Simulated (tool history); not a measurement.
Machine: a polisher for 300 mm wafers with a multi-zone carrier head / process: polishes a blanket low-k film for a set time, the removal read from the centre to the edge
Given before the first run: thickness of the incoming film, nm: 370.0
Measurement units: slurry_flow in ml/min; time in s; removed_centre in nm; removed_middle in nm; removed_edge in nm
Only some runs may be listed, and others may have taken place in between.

run 1 hour=0 | slurry_flow=270 centre_zone=1 middle_zone=1 edge_zone=1 slurry_solids=1 time=37 | removed_centre=8.2441 removed_middle=8.4361 removed_edge=8.4149
run 2 hour=8.9 | slurry_flow=270 centre_zone=1 middle_zone=0.95 edge_zone=1 slurry_solids=1 time=37 | removed_centre=8.4187 removed_middle=8.1646 removed_edge=8.2899
run 3 hour=13.6 | slurry_flow=270 centre_zone=1 middle_zone=0.95 edge_zone=0.93 slurry_solids=1 time=37 | removed_centre=8.4178 removed_middle=8.2613 removed_edge=8.1322
run 4 hour=20.5 | slurry_flow=300 centre_zone=1 middle_zone=0.95 edge_zone=0.93 slurry_solids=1 time=37 | removed_centre=8.6064 removed_middle=8.1182 removed_edge=8.25
run 5 hour=27.6 | slurry_flow=300 centre_zone=0.96 middle_zone=0.95 edge_zone=0.93 slurry_solids=1 time=37 | removed_centre=8.2629 removed_middle=8.1021 removed_edge=8.0368
run 6 hour=36.2 | slurry_flow=300 centre_zone=0.96 middle_zone=0.95 edge_zone=0.93 slurry_solids=1 time=42 | removed_centre=9.3542 removed_middle=9.17 removed_edge=9.4352
run 7 hour=38.9 | slurry_flow=285 centre_zone=0.97 middle_zone=0.98 edge_zone=0.89 slurry_solids=0.95 time=42 | removed_centre=9.0655 removed_middle=9.1185 removed_edge=8.7357
run 8 hour=45.5 | slurry_flow=270 centre_zone=0.95 middle_zone=0.98 edge_zone=0.87 slurry_solids=0.95 time=42 | removed_centre=8.8113 removed_middle=9.019 removed_edge=8.5894
run 9 hour=48.6 | slurry_flow=240 centre_zone=0.92 middle_zone=1.03 edge_zone=0.81 slurry_solids=0.8 time=42 | removed_centre=7.2903 removed_middle=7.9211 removed_edge=7.1693
run 10 hour=49.5 | slurry_flow=265 centre_zone=0.93 middle_zone=1.04 edge_zone=0.82 slurry_solids=0.8 time=42 | removed_centre=7.5947 removed_middle=8.1475 removed_edge=7.3929
run 11 hour=51.5 | slurry_flow=280 centre_zone=0.93 middle_zone=1.05 edge_zone=0.83 slurry_solids=0.8 time=42 | removed_centre=7.4961 removed_middle=8.2407 removed_edge=7.3598
run 12 hour=56.1 | slurry_flow=280 centre_zone=0.93 middle_zone=1.05 edge_zone=0.83 slurry_solids=0.8 time=42 | removed_centre=7.5107 removed_middle=8.3319 removed_edge=7.2995
run 13 hour=61 | slurry_flow=325 centre_zone=0.96 middle_zone=1.06 edge_zone=0.9 slurry_solids=0.85 time=42 | removed_centre=8.2522 removed_middle=9.0128 removed_edge=8.0972

What will run 14 give?
run 14 hour=69.5 | slurry_flow=315 centre_zone=0.96 middle_zone=1.06 edge_zone=0.89 slurry_solids=0.85 time=42 | removed_centre=? removed_middle=? removed_edge=?

Run 14 came out at removed_centre 8.3127 nm, removed_middle 8.8311 nm, removed_edge 8.0316 nm.

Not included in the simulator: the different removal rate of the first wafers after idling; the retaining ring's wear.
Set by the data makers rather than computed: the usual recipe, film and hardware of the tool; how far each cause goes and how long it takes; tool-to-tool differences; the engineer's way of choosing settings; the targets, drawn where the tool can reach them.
